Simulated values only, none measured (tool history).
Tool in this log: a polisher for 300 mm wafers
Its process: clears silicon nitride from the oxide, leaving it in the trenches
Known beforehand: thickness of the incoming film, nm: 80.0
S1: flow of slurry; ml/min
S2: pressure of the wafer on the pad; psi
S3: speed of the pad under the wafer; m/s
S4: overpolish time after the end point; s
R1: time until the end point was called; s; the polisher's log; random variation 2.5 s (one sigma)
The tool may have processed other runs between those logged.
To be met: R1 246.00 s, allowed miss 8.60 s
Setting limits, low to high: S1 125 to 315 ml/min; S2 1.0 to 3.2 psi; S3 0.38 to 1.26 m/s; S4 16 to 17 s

run 1 day=0.000 | S1=205 S2=2.1 S3=0.82 S4=16 | R1=136.93
run 2 day=0.042 | S1=205 S2=1.9 S3=0.82 S4=16 | R1=148.87
run 3 day=0.125 | S1=205 S2=2.3 S3=0.82 S4=16 | R1=122.14
run 4 day=0.371 | S1=205 S2=2.0 S3=0.82 S4=16 | R1=143.36
run 5 day=0.642 | S1=205 S2=1.8 S3=0.82 S4=16 | R1=156.54
run 6 day=0.692 | S1=205 S2=1.6 S3=0.80 S4=16 | R1=177.58
run 7 day=0.992 | S1=205 S2=1.5 S3=0.80 S4=16 | R1=191.12
run 8 day=1.046 | S1=205 S2=1.5 S3=0.80 S4=16 | R1=190.80

Exactly one of the 5 candidate moves below puts every result within its allowed miss. Which one?
run A day=1.100 | S1=190 S2=1.3 S3=0.56 S4=17 | R1=?
run B day=1.100 | S1=195 S2=1.9 S3=1.02 S4=17 | R1=?
run C day=1.100 | S1=190 S2=1.3 S3=0.72 S4=16 | R1=?
run D day=1.100 | S1=190 S2=1.3 S3=0.66 S4=17 | R1=?
run E day=1.100 | S1=200 S2=1.8 S3=0.94 S4=16 | R1=?

move=A R1=265.33
move=B R1=129.43
move=C R1=231.61
move=D R1=243.20
move=E R1=143.21
A: the result that was furthest off in the last run now lies on the other side of its target
B: lands further from the targets than the last run did
C: an improvement on the last run, though not all results are within tolerance
D: every result within its allowed miss
E: lands further from the targets than the last run did
Go with D: it meets all targets.

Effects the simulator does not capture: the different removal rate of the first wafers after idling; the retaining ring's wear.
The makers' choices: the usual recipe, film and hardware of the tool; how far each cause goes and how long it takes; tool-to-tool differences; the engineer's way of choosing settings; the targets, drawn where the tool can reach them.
